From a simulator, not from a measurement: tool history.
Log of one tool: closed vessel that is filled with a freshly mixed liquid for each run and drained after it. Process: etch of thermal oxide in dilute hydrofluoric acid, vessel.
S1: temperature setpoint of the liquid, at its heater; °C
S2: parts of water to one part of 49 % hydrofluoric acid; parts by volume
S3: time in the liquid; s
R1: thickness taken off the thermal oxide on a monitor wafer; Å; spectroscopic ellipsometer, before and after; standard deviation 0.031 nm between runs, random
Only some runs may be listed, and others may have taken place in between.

run 1 hour=0.0 | S1=23.0 S2=50 S3=95 | R1=79.443
run 2 hour=8.4 | S1=22.0 S2=50 S3=95 | R1=75.943
run 3 hour=16.8 | S1=20.5 S2=50 S3=95 | R1=71.691
run 4 hour=18.5 | S1=20.0 S2=50 S3=95 | R1=70.455
run 5 hour=19.8 | S1=20.0 S2=35 S3=95 | R1=101.140
run 6 hour=22.1 | S1=20.0 S2=35 S3=70 | R1=74.899

Forecast run 7:
run 7 hour=25.8 | S1=19.5 S2=35 S3=70 | R1=?

{"run 7": {"R1": 73.895}}

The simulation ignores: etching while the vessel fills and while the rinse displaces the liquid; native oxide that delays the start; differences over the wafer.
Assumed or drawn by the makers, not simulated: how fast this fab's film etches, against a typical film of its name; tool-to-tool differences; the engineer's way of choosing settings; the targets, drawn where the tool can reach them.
